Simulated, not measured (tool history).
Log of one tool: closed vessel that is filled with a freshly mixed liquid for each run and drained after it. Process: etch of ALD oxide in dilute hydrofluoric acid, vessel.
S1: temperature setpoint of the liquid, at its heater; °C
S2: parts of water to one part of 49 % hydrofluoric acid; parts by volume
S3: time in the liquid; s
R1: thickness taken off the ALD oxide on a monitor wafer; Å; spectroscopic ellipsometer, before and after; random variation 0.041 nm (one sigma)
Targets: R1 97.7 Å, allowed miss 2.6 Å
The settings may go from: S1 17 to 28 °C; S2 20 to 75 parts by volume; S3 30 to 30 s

run    day    S1  S2  S3      R1
  1      0    20  45  30  155.43
  2   0.35  19.5  50  30  135.21
  3  0.704  19.5  40  30  171.91
  4  0.938  19.5  30  30  229.51
  5  1.183    19  35  30  191.61
  6  1.225    19  45  30  148.62
  7  1.554  18.5  50  30  129.87
  8  1.817    18  50  30  126.83
  9  2.046  17.5  55  30  111.68
     2.192  -- hydrofluoric acid flow meter replaced
 10  2.192    17  60  30  91.456
 11   2.55  17.5  60  30  92.763

5 next moves are on the table. One of them brings every result within its allowed miss. Which?
  A  2.908  19.5  65  30   ?
  B  2.908  17.5  55  30   ?
  C  2.908  18.5  60  30   ?
  D  2.908    17  60  30   ?
  E  2.908    19  65  30   ?

move      R1
   A   93.31
   B  102.41
   C  97.445
   D  91.364
   E  91.357
A: nearer than the last run, and not there yet
B: takes the result that was furthest off past its target
C: meets every target
D: further off than the last run
E: further off than the last run
Answer: C
